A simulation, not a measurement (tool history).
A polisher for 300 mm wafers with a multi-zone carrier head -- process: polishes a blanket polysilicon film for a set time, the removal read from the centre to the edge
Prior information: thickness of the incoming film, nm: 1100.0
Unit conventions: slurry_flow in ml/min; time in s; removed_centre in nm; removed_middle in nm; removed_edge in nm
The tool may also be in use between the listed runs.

| run | hour | slurry_flow | centre_zone | middle_zone | edge_zone | time | removed_centre | removed_middle | removed_edge |
|---|---|---|---|---|---|---|---|---|---|
| 1 | 0 | 240 | 1 | 1 | 1 | 52 | 418.3 | 411.34 | 404.06 |
| 2 | 8.8 | 255 | 1.02 | 0.98 | 1.02 | 52 | 423.66 | 407.52 | 411.93 |
| 3 | 15.5 | 280 | 1.02 | 0.98 | 1.02 | 52 | 429.28 | 410.79 | 408.97 |
| 4 | 20.5 | 280 | 1.05 | 0.97 | 1.04 | 52 | 442.17 | 406.98 | 418.18 |
| 5 | 22.6 | 280 | 1.05 | 1.02 | 1.04 | 52 | 439.16 | 422.78 | 419.72 |
| 6 | 30.2 | 280 | 1.05 | 1.02 | 0.97 | 52 | 445.68 | 423.46 | 404.23 |

What will run 7 give?
| 7 | 37.6 | 285 | 1.07 | 1 | 1 | 52 | ? | ? | ? |

removed_centre: 452.03 nm
removed_middle: 422.64 nm
removed_edge: 412.98 nm

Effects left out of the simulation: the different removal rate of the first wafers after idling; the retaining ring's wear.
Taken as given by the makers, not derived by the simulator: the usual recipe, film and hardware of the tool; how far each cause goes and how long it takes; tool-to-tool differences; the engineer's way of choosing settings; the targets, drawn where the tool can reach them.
